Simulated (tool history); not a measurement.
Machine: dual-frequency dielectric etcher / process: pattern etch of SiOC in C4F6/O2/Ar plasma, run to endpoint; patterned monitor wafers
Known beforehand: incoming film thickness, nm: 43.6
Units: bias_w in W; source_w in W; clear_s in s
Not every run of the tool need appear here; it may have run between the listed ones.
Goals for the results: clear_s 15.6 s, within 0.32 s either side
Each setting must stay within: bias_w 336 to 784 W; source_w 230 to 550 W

run	hour	bias_w	source_w	clear_s
1	0	560	390	14.245
2	4.4	594	390	13.941
3	10.3	549	390	14.312
4	19	602	390	13.817
5	26.4	569	390	14.235
6	32.8	512	390	14.572
7	37.6	400	360	16.155
8	43.4	410	360	16.006

Next run, 4 choices. One meets every target within its allowed miss, the rest don't. Which?
A	49.2	451	350	?
B	49.2	399	330	?
C	49.2	427	300	?
D	49.2	409	310	?

move	clear_s
A	15.481
B	16.301
C	16.262
D	16.381
A: meets every target
B: lands further from the targets than the last run did
C: lands further from the targets than the last run did
D: lands further from the targets than the last run did
The move that meets every target is A.

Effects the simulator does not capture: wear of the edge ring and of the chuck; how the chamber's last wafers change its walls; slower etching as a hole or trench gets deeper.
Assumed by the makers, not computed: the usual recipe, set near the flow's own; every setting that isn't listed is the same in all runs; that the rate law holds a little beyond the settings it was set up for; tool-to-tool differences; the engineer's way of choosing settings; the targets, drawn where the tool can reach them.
